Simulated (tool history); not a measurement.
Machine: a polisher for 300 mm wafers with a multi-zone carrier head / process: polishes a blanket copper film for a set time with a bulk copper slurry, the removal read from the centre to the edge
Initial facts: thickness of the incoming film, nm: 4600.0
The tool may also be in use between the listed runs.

run	hour	flow of slurry (ml/min)	pressure of the head's centre zone	pressure of the head's middle zone	pressure of the head's edge zone	abrasive content of the slurry	polishing time (s)	film removed at the wafer's centre (angstrom)	film removed at mid-radius (angstrom)	film removed at the wafer's edge (angstrom)
1	0	285	1	1	1	1	82	9465.6	9475.6	9619.7
2	3.3	280	1.01	0.97	0.99	0.95	78	8920.8	8686.4	8960.3
3	7.4	280	1.01	0.97	0.93	0.95	78	9227.3	8624.1	8480
4	11.5	270	1.02	0.95	0.94	0.9	74	8576.4	8012.8	8097
5	14.8	270	0.96	0.95	0.94	0.9	74	7987.1	7969	8070
6	23	270	0.96	0.95	0.94	0.9	83	8975.2	8863.8	9031.1
7	24.1	265	0.99	0.93	0.95	0.85	78	8812.5	8112.8	8563
8	29.6	260	0.99	0.91	0.94	0.8	74	8256.8	7504.7	7931.2
9	31.5	255	1	0.89	0.94	0.75	71	7765.4	7042.5	7674.4
10	32.7	255	1.1	0.81	0.88	0.5	48	5565.3	4181.2	4681.3
11	39.4	320	1.15	0.91	0.98	0.65	48	6294.6	4757.6	5210.1
12	42.1	320	1.15	0.91	1	0.65	48	6179.5	4800.4	5300.8
13	42.7	320	1.15	0.91	1.02	0.65	48	6170.7	4846.5	5317.7
14	50.6	320	1.15	0.9	1.04	0.7	48	6199.2	4854.4	5456.9
15	51.8	320	1.16	0.9	1.05	0.7	48	6197.3	4815.1	5411.1

The next listed run, before its measurement:
16	56.7	325	1.16	0.9	1.06	0.75	48	?	?	?

Run 16 yielded film removed at the wafer's centre (angstrom) 6441.5, film removed at mid-radius (angstrom) 4872.2, film removed at the wafer's edge (angstrom) 5529.9.

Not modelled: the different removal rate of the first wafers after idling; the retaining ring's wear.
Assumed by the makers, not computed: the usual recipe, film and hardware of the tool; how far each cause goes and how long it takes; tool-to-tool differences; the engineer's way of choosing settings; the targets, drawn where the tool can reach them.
